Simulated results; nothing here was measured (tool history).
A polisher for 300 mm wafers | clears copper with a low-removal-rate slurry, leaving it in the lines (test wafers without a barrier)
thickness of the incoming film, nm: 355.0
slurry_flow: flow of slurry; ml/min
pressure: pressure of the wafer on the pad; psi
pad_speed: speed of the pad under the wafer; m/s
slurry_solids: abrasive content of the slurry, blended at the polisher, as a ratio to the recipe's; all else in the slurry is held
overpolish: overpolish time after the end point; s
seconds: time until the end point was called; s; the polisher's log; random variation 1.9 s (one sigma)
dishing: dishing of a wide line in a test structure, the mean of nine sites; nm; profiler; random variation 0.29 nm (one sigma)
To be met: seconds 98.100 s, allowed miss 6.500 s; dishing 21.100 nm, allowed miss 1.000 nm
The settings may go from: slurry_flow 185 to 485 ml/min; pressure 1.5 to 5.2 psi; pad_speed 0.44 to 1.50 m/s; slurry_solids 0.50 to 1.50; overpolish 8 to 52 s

Run 1, day 0.000: slurry_flow 310 ml/min, pressure 3.3 psi, pad_speed 0.96 m/s, slurry_solids 1.00, overpolish 26 s. Result: seconds 110.870 s, dishing 32.724 nm.
Run 2, day 0.112: slurry_flow 350 ml/min, pressure 3.3 psi, pad_speed 0.96 m/s, slurry_solids 1.00, overpolish 26 s. Result: seconds 104.340 s, dishing 32.778 nm.
Run 3, day 0.338: slurry_flow 350 ml/min, pressure 3.3 psi, pad_speed 0.96 m/s, slurry_solids 0.90, overpolish 26 s. Result: seconds 109.400 s, dishing 31.622 nm.
Run 4, day 0.492: slurry_flow 385 ml/min, pressure 3.3 psi, pad_speed 1.00 m/s, slurry_solids 0.80, overpolish 21 s. Result: seconds 106.560 s, dishing 29.850 nm.
Run 5, day 0.658: slurry_flow 410 ml/min, pressure 3.1 psi, pad_speed 1.06 m/s, slurry_solids 0.70, overpolish 18 s. Result: seconds 108.900 s, dishing 27.072 nm.
Run 6, day 0.779: slurry_flow 410 ml/min, pressure 3.1 psi, pad_speed 1.06 m/s, slurry_solids 0.60, overpolish 18 s. Result: seconds 113.230 s, dishing 26.828 nm.
Run 7, day 0.808: slurry_flow 430 ml/min, pressure 2.8 psi, pad_speed 1.18 m/s, slurry_solids 0.60, overpolish 15 s. Result: seconds 108.410 s, dishing 23.710 nm.
Run 8, day 0.867: slurry_flow 440 ml/min, pressure 2.8 psi, pad_speed 1.30 m/s, slurry_solids 0.60, overpolish 8 s. Result: seconds 101.550 s, dishing 16.424 nm.
Run 9, day 1.217: slurry_flow 440 ml/min, pressure 3.0 psi, pad_speed 1.26 m/s, slurry_solids 0.60, overpolish 9 s. Result: seconds 95.291 s, dishing 18.842 nm.
Run 10, day 1.450: slurry_flow 440 ml/min, pressure 3.0 psi, pad_speed 1.24 m/s, slurry_solids 0.60, overpolish 9 s. Result: seconds 98.771 s, dishing 18.487 nm.
Run 11, day 1.650: slurry_flow 440 ml/min, pressure 3.1 psi, pad_speed 1.22 m/s, slurry_solids 0.60, overpolish 9 s. Result: seconds 93.644 s, dishing 18.399 nm.
Run 12, day 1.817: slurry_flow 440 ml/min, pressure 3.1 psi, pad_speed 1.20 m/s, slurry_solids 0.60, overpolish 10 s. Result: seconds 97.188 s, dishing 19.934 nm.
Run 13, day 2.150: slurry_flow 440 ml/min, pressure 3.1 psi, pad_speed 1.18 m/s, slurry_solids 0.60, overpolish 10 s. Result: seconds 97.397 s, dishing 19.899 nm.
Run 14, day 2.417: slurry_flow 440 ml/min, pressure 3.1 psi, pad_speed 1.16 m/s, slurry_solids 0.60, overpolish 10 s. Result: seconds 99.055 s, dishing 19.088 nm.
Run 15, day 2.508: slurry_flow 435 ml/min, pressure 3.1 psi, pad_speed 1.16 m/s, slurry_solids 0.60, overpolish 10 s. Result: seconds 98.234 s, dishing 19.416 nm.
Run 16, day 2.550: slurry_flow 435 ml/min, pressure 3.1 psi, pad_speed 1.14 m/s, slurry_solids 0.60, overpolish 10 s. Result: seconds 103.470 s, dishing 19.435 nm.
Run 17, day 2.729: slurry_flow 435 ml/min, pressure 3.1 psi, pad_speed 1.14 m/s, slurry_solids 0.60, overpolish 10 s. Result: seconds 100.940 s, dishing 18.810 nm.

4 next moves are on the table. One of them brings every result within its allowed miss. Which?
Run A, day 2.908: slurry_flow 435 ml/min, pressure 3.3 psi, pad_speed 1.10 m/s, slurry_solids 0.60, overpolish 11 s. Result: seconds ?, dishing ?.
Run B, day 2.908: slurry_flow 345 ml/min, pressure 2.4 psi, pad_speed 1.44 m/s, slurry_solids 0.85, overpolish 10 s. Result: seconds ?, dishing ?.
Run C, day 2.908: slurry_flow 440 ml/min, pressure 3.7 psi, pad_speed 1.18 m/s, slurry_solids 0.65, overpolish 9 s. Result: seconds ?, dishing ?.
Run D, day 2.908: slurry_flow 460 ml/min, pressure 3.4 psi, pad_speed 1.30 m/s, slurry_solids 0.60, overpolish 9 s. Result: seconds ?, dishing ?.

move  seconds  dishing
   A  103.280   21.117
   B  104.250   19.358
   C   85.263   21.083
   D   84.937   21.069
A: meets every target
B: nearer than the last run, and not there yet
C: brings the result that was furthest off to its target, and leaves another outside
D: brings the result that was furthest off to its target, and leaves another outside
Move A is the one to make.

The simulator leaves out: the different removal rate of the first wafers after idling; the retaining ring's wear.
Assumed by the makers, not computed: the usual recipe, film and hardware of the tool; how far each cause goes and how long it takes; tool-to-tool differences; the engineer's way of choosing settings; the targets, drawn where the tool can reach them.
